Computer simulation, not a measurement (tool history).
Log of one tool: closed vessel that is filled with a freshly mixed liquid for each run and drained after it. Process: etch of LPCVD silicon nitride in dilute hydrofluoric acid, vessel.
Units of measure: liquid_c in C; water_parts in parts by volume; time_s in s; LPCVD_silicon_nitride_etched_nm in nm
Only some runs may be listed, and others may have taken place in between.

| run | hour | liquid_c | water_parts | time_s | LPCVD_silicon_nitride_etched_nm |
|---|---|---|---|---|---|
| 1 | 0 | 25 | 235 | 2660 | 6.1898 |
| 2 | 5.2 | 25 | 235 | 2865 | 6.6041 |
| 3 | 11.1 | 25 | 235 | 2660 | 6.0818 |
| 4 | 19.3 | 25 | 235 | 2660 | 6.1515 |
| 5 | 21.6 | 25 | 305 | 2660 | 4.7634 |
| 6 | 30.3 | 27.5 | 295 | 2660 | 5.6772 |
| 7 | 34.4 | 29.5 | 285 | 2660 | 6.6686 |

What will run 8 give?
| 8 | 41.1 | 30.5 | 280 | 2660 | ? |

Run 8 came out at LPCVD_silicon_nitride_etched_nm 7.1031 nm.
